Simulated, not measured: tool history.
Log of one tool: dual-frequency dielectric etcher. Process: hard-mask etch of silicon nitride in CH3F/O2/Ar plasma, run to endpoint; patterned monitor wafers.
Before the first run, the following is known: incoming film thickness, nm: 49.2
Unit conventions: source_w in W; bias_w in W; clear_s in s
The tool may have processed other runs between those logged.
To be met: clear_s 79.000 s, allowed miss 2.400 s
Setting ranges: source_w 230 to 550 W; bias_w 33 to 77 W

{"run": 1, "day": 0.0, "source_w": 390, "bias_w": 55, "clear_s": 67.05}
{"run": 2, "day": 0.121, "source_w": 390, "bias_w": 46, "clear_s": 71.795}
{"run": 3, "day": 0.25, "source_w": 390, "bias_w": 55, "clear_s": 68.001}
{"run": 4, "day": 0.367, "source_w": 360, "bias_w": 53, "clear_s": 71.073}
{"run": 5, "day": 0.729, "source_w": 360, "bias_w": 60, "clear_s": 68.729}
{"run": 6, "day": 0.879, "source_w": 330, "bias_w": 59, "clear_s": 72.762}
{"run": 7, "day": 1.204, "source_w": 320, "bias_w": 58, "clear_s": 75.763}
{"day": 1.325, "done": "bias power generator calibrated"}
{"run": 8, "day": 1.325, "source_w": 310, "bias_w": 58, "clear_s": 75.389}

Consider the 4 candidate settings below. Which is the only one whose results all fall within their allowed miss of target?
{"run": "A", "day": 1.446, "source_w": 290, "bias_w": 70, "clear_s": "?"}
{"run": "B", "day": 1.446, "source_w": 370, "bias_w": 47, "clear_s": "?"}
{"run": "C", "day": 1.446, "source_w": 330, "bias_w": 53, "clear_s": "?"}
{"run": "D", "day": 1.446, "source_w": 310, "bias_w": 50, "clear_s": "?"}

move=A clear_s=74.730
move=B clear_s=73.157
move=C clear_s=75.628
move=D clear_s=80.776
A: its largest miss is bigger than the last run's
B: its largest miss is bigger than the last run's
C: closes in on the targets versus the last run, not all within tolerance yet
D: all results land within tolerance of their targets
Move D is the one to make.
